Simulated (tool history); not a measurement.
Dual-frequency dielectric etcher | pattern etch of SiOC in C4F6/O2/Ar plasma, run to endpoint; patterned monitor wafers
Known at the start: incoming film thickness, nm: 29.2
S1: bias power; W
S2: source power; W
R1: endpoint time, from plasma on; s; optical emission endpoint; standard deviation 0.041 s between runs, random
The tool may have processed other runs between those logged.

{"run": 1, "hour": 0.0, "S1": 650, "S2": 470, "R1": 9.3018}
{"run": 2, "hour": 3.5, "S1": 650, "S2": 400, "R1": 9.9254}
{"run": 3, "hour": 6.1, "S1": 692, "S2": 420, "R1": 9.3889}
{"run": 4, "hour": 13.0, "S1": 627, "S2": 420, "R1": 9.8365}
{"run": 5, "hour": 14.4, "S1": 673, "S2": 430, "R1": 9.4576}
{"run": 6, "hour": 21.2, "S1": 711, "S2": 440, "R1": 9.1565}
{"run": 7, "hour": 25.4, "S1": 743, "S2": 450, "R1": 8.8984}
{"run": 8, "hour": 34.2, "S1": 770, "S2": 460, "R1": 8.7423}
{"run": 9, "hour": 39.6, "S1": 900, "S2": 540, "R1": 7.618}

Run 10 comes next. What will it give?
{"run": 10, "hour": 46.5, "S1": 894, "S2": 540, "R1": "?"}

For run 10 the tool returned R1 7.5886 s.

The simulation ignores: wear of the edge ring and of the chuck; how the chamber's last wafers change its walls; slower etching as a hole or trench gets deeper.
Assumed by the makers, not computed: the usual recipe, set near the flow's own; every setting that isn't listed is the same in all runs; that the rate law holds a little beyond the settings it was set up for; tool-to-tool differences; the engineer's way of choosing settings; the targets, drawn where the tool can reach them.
